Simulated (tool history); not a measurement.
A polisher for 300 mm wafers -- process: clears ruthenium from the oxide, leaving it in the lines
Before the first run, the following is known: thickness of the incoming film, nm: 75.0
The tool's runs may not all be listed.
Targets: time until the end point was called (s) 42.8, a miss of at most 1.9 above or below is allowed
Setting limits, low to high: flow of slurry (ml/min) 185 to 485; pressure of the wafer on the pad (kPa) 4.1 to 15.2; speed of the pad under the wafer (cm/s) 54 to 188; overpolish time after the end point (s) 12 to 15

run	hour	flow of slurry (ml/min)	pressure of the wafer on the pad (kPa)	speed of the pad under the wafer (cm/s)	overpolish time after the end point (s)	time until the end point was called (s)
1	0	310	9.7	120	15	81.09
2	1.5	310	11	124	15	68.449
3	4.5	365	11	124	15	66.815
4	9.5	430	11	124	15	64.831
5	16.4	430	11	124	12	65.366
6	17	430	11	124	12	65.669
7	20.2	430	12.4	126	12	58.196
8	25.7	430	13.1	130	12	54.395
9	29	430	13.8	134	12	48.998
10	35.3	430	14.5	136	12	45.148

Of the 4 settings listed for the next run, only one would bring every result within its allowed miss of target. Which one?
A	41.6	330	13.1	146	13	?
B	41.6	450	14.5	146	15	?
C	41.6	415	13.8	134	12	?
D	41.6	455	14.5	128	12	?

move	time until the end point was called (s)
A	49.73
B	44.052
C	50.502
D	50.038
A: the biggest miss grows against the last run
B: every result within its allowed miss
C: the biggest miss grows against the last run
D: the biggest miss grows against the last run
Go with B: it meets all targets.
